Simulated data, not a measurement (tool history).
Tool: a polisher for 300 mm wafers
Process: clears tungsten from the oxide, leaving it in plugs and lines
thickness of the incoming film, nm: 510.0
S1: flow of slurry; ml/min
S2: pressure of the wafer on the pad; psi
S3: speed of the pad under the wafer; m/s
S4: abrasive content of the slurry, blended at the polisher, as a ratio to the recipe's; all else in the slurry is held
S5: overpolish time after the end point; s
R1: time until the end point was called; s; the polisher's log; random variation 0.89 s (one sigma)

run	hour	S1	S2	S3	S4	S5	R1
1	0	235	3.4	1.18	1	9	124.18
2	8.3	235	2.8	1.18	1	9	148.19
3	17.2	235	3.2	1.18	1	9	128.36
4	24.8	235	3.2	1.18	0.95	9	128.41
5	32.9	235	2.9	1.18	0.95	9	146.33
6	37.7	235	3.3	1.18	0.95	9	127.61
7	44.7	235	3.6	1.18	0.95	9	114.39
8	51.2	235	4.6	1.22	0.95	9	89.06

Forecast run 9:
9	57.6	235	4.6	1.22	0.95	9	?

Run 9 gave R1 90.176 s.

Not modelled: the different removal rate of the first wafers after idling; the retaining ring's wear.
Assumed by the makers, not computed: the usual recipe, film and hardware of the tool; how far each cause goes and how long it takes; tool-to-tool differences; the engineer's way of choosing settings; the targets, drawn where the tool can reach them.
